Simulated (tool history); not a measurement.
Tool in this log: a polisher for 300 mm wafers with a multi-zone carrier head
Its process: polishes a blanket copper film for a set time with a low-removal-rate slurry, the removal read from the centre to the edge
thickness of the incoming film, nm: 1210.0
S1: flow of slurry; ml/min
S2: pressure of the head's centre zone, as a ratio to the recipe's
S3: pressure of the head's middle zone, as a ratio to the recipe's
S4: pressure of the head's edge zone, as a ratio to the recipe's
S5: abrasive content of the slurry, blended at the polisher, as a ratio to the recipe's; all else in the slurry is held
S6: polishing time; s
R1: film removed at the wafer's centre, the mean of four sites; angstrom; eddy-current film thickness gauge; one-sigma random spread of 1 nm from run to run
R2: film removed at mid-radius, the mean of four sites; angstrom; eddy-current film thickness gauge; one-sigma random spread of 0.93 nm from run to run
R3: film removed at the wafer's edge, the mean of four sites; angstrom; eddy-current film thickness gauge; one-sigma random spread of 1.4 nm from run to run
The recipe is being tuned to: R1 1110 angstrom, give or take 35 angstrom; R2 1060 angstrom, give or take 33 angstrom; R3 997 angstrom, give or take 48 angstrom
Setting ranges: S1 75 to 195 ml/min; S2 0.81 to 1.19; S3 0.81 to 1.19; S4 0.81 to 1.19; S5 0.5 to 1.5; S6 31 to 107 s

run	hour	S1	S2	S3	S4	S5	S6	R1	R2	R3
1	0	125	1	1	1	1	69	1749.3	1780	1777.7
2	4.5	125	1	0.94	1	1	69	1762.5	1684.9	1750.3
3	11.9	125	1	0.94	0.92	1	69	1750.1	1688.4	1696.7
4	13.4	125	0.96	0.94	0.92	1	69	1655.2	1664.8	1685.4
5	20.2	125	0.96	0.94	0.84	1	69	1690.5	1672.6	1627.8
6	23.2	125	0.97	0.94	0.83	0.85	62	1502	1482.7	1370.6
7	28.5	120	0.96	0.91	0.83	0.75	59	1358.8	1316.9	1311.4
8	35.3	120	0.97	0.92	0.82	0.7	55	1252.2	1207.7	1188.2
9	42.9	115	0.99	0.93	0.82	0.65	54	1223	1172.9	1149.9

Which single option among these 4 for the next run brings every result within its allowed miss of target? Just one does.
A	50.5	75	0.91	0.9	1	0.7	60	?	?	?
B	50.5	155	0.97	0.91	0.81	0.75	45	?	?	?
C	50.5	120	0.98	0.94	0.84	0.7	44	?	?	?
D	50.5	110	0.99	1	0.81	0.7	59	?	?	?

move	R1	R2	R3
A	1063.5	1115.5	1273.7
B	1113.9	1068.8	1020.8
C	1017.6	1000	960.33
D	1341.8	1379	1245.4
A: misses by more than the last run did
B: meets every target
C: takes the biggest miss from the last run beyond its target
D: misses by more than the last run did
Move B is the one to make.
